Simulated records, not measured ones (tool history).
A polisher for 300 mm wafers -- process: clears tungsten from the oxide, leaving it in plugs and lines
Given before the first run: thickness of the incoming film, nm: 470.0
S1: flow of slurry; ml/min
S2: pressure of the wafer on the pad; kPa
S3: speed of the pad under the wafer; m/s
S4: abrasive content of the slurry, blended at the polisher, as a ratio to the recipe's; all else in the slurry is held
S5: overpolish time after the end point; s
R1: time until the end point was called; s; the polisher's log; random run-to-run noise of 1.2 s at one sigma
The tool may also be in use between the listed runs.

| run | hour | S1 | S2 | S3 | S4 | S5 | R1 |
|---|---|---|---|---|---|---|---|
| 1 | 0 | 315 | 26.9 | 1.28 | 1 | 38 | 76.469 |
| 2 | 5.1 | 315 | 25.5 | 1.28 | 1 | 38 | 79.698 |
| 3 | 8.2 | 315 | 25.5 | 1.28 | 1.2 | 38 | 77.319 |
| 4 | 10.8 | 315 | 20 | 1.28 | 1.2 | 38 | 97.868 |
| 5 | 14.6 | 275 | 20 | 1.28 | 1.2 | 38 | 101.3 |
| 6 | 20.8 | 205 | 20 | 1.28 | 1.2 | 38 | 101.46 |
| 7 | 25.6 | 205 | 19.3 | 1.28 | 1.2 | 38 | 105.51 |

Run 8 is up next; what results do you expect?
| 8 | 31.2 | 205 | 18.6 | 1.28 | 1.2 | 38 | ? |

R1: 109.77 s

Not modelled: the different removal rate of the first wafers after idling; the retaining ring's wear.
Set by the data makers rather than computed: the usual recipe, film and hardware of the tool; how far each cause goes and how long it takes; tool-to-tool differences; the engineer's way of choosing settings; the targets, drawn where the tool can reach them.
